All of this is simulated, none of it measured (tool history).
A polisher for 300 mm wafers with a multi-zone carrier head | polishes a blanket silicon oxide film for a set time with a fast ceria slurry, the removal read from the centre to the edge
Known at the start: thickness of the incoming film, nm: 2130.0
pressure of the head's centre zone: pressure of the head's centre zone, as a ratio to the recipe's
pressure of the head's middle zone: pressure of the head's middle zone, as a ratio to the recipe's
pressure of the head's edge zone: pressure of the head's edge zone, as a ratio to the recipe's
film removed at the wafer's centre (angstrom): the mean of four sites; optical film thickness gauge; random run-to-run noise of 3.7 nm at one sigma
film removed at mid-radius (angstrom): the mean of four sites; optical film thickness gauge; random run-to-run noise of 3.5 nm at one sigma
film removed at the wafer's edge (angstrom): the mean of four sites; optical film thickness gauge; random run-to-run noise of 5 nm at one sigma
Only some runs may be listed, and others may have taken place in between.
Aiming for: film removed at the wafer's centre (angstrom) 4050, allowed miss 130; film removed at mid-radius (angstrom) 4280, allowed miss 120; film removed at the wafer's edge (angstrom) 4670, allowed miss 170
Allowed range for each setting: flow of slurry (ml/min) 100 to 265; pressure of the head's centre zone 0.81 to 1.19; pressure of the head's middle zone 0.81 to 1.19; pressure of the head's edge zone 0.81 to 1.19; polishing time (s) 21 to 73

| run | hour | flow of slurry (ml/min) | pressure of the head's centre zone | pressure of the head's middle zone | pressure of the head's edge zone | polishing time (s) | film removed at the wafer's centre (angstrom) | film removed at mid-radius (angstrom) | film removed at the wafer's edge (angstrom) |
|---|---|---|---|---|---|---|---|---|---|
| 1 | 0 | 170 | 1 | 1 | 1 | 47 | 3628.5 | 3589.9 | 3612.5 |
| 2 | 1.6 | 150 | 1 | 1 | 1 | 47 | 3530.8 | 3474 | 3478.1 |
| 3 | 7.5 | 150 | 1 | 1 | 1.07 | 47 | 3488.3 | 3442.5 | 3603 |
| 4 | 15.5 | 130 | 1 | 1 | 1.07 | 47 | 3375.5 | 3332.6 | 3556.2 |
| 5 | 21.3 | 155 | 0.98 | 1 | 1.1 | 49 | 3536.3 | 3639.9 | 3891.9 |
| 6 | 22.3 | 180 | 0.98 | 1 | 1.12 | 49 | 3697.3 | 3772.1 | 4024.7 |
| 7 | 23.1 | 195 | 0.97 | 1 | 1.14 | 50 | 3801 | 3808.7 | 4109.1 |
| 8 | 24.7 | 200 | 0.96 | 1 | 1.15 | 51 | 3878.6 | 3987.5 | 4294.5 |
| 9 | 30 | 210 | 0.95 | 1 | 1.16 | 51 | 3768.6 | 3970.1 | 4311.5 |
| 10 | 33.7 | 215 | 0.95 | 1 | 1.17 | 52 | 3979.1 | 4090.7 | 4467 |
| 11 | 37.5 | 220 | 0.94 | 1 | 1.18 | 52 | 3960.7 | 4080.6 | 4496 |
| 12 | 38.6 | 225 | 0.93 | 1 | 1.18 | 52 | 3838.2 | 4169.6 | 4435.5 |

Next run, 5 choices. One meets every target within its allowed miss, the rest don't. Which?
| A | 39.7 | 265 | 0.94 | 1.09 | 1.09 | 53 | ? | ? | ? |
| B | 39.7 | 200 | 0.89 | 0.94 | 1.06 | 58 | ? | ? | ? |
| C | 39.7 | 265 | 0.99 | 1.09 | 1 | 53 | ? | ? | ? |
| D | 39.7 | 265 | 0.96 | 1.04 | 1.11 | 51 | ? | ? | ? |
| E | 39.7 | 220 | 0.84 | 0.98 | 1.19 | 55 | ? | ? | ? |

| move | film removed at the wafer's centre (angstrom) | film removed at mid-radius (angstrom) | film removed at the wafer's edge (angstrom) |
|---|---|---|---|
| A | 4063.9 | 4618.2 | 4459.5 |
| B | 4035.6 | 4298.3 | 4689.4 |
| C | 4281.8 | 4617.6 | 4273.9 |
| D | 3993 | 4269 | 4333.8 |
| E | 3666.8 | 4279.9 | 4764.2 |
A: brings the result that was furthest off to its target, and leaves another outside
B: all results in spec
C: moves the result that the last run missed by most past its target, out the other side
D: brings the result that was furthest off to its target, and leaves another outside
E: lands further from the targets than the last run did
Move B is the one to make.
